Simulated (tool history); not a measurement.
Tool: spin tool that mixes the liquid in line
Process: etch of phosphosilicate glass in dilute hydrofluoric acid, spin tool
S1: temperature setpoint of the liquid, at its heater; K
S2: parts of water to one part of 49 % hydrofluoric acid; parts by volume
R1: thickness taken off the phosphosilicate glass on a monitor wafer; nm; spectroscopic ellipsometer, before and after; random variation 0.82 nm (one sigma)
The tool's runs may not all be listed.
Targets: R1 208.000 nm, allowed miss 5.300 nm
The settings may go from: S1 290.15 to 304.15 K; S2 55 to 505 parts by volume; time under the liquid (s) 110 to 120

run 1 hour=0.0 | S1=296.15 S2=280 time_under_the_liquid_(s)=110 | R1=60.573
run 2 hour=3.8 | S1=296.15 S2=230 time_under_the_liquid_(s)=110 | R1=77.264
run 3 hour=5.8 | S1=298.65 S2=180 time_under_the_liquid_(s)=110 | R1=113.710
run 4 hour=14.7 | S1=300.65 S2=160 time_under_the_liquid_(s)=110 | R1=141.710
run 5 hour=17.5 | S1=301.65 S2=145 time_under_the_liquid_(s)=110 | R1=165.150
run 6 hour=23.1 | S1=303.65 S2=145 time_under_the_liquid_(s)=110 | R1=176.700
run 7 hour=29.6 | S1=304.15 S2=105 time_under_the_liquid_(s)=110 | R1=263.760
run 8 hour=31.2 | S1=302.65 S2=105 time_under_the_liquid_(s)=110 | R1=250.130
run 9 hour=36.8 | S1=301.15 S2=105 time_under_the_liquid_(s)=110 | R1=233.900
run 10 hour=38.2 | S1=300.15 S2=105 time_under_the_liquid_(s)=110 | R1=226.200
run 11 hour=38.7 | S1=299.15 S2=105 time_under_the_liquid_(s)=110 | R1=218.290

4 next moves are on the table. One of them brings every result within its allowed miss. Which?
run A hour=39.2 | S1=299.15 S2=120 time_under_the_liquid_(s)=115 | R1=?
run B hour=39.2 | S1=298.15 S2=110 time_under_the_liquid_(s)=110 | R1=?
run C hour=39.2 | S1=298.15 S2=105 time_under_the_liquid_(s)=110 | R1=?
run D hour=39.2 | S1=300.15 S2=130 time_under_the_liquid_(s)=120 | R1=?

move=A R1=196.660
move=B R1=199.910
move=C R1=210.730
move=D R1=194.310
A: takes the result that was furthest off past its target
B: takes the result that was furthest off past its target
C: meets every target
D: takes the result that was furthest off past its target
Move C is the one to make.
